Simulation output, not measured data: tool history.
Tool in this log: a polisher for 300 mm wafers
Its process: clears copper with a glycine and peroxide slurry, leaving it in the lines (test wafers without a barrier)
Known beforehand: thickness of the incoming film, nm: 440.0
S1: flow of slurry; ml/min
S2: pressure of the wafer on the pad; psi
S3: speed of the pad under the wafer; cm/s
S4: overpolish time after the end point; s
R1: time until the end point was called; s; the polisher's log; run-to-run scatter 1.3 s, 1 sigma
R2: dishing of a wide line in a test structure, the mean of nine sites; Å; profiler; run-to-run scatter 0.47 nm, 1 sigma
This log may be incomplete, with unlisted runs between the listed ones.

run	day	S1	S2	S3	S4	R1	R2
1	0	300	2.6	126	15	72.395	524.84
2	0.112	300	2.6	128	12	71.154	441.31
3	0.267	300	2.6	130	10	71.847	377.83
4	0.35	300	2.6	132	9	68.372	352.91
5	0.392	300	2.1	132	9	85.373	296.14
6	0.579	235	2.1	132	9	84.623	296.41
7	0.842	235	2.3	134	9	75.559	316.37

For run 8, what comes out?
8	0.992	235	2.4	134	9	?	?

R1: 74.979 s
R2: 332.98 Å

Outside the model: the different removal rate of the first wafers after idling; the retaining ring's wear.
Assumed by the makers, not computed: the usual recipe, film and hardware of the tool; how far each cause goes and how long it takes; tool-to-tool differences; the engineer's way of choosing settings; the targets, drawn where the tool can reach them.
